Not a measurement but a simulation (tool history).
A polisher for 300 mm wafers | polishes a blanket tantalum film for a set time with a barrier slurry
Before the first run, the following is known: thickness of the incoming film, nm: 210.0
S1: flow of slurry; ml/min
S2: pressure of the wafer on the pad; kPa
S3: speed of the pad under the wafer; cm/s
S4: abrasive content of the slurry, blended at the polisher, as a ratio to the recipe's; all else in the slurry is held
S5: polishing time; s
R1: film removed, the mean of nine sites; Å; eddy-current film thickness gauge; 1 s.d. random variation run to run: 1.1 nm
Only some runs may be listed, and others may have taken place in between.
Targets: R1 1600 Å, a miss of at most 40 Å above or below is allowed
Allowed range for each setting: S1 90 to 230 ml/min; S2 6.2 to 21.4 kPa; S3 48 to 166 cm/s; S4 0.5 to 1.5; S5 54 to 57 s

run,day,S1,S2,S3,S4,S5,R1
1,0,150,13.8,106,1,54,978.44
2,0.079,155,15.2,106,1,54,1074.2
3,0.121,155,15.2,106,1,54,1078.8
4,0.396,155,15.2,94,1,54,973.03
5,0.767,160,16.5,94,1,54,1038.2
6,0.958,175,16.5,94,1,54,1059.9
7,1.267,175,17.2,96,1,54,1135.5
8,1.625,175,17.2,96,1,54,1130
9,1.696,175,17.2,96,1,54,1116.9
10,2.008,205,21.4,100,1,54,1497.2
11,2.162,205,21.4,102,1,54,1513.3
12,2.208,205,21.4,104,1,54,1553.9

Exactly one of the 4 candidate moves below puts every result within its allowed miss. Which one?
A,2.254,185,21.4,116,1,55,?
B,2.254,230,19.3,118,1.15,56,?
C,2.254,200,19.3,108,0.9,57,?
D,2.254,220,18.6,112,1.4,55,?

move,R1
A,1696
B,1689.2
C,1466
D,1577.1
A: carries the result that was furthest off beyond its target, to the other side
B: carries the result that was furthest off beyond its target, to the other side
C: lands further from the targets than the last run did
D: each result inside its tolerance
Go with D: it meets all targets.
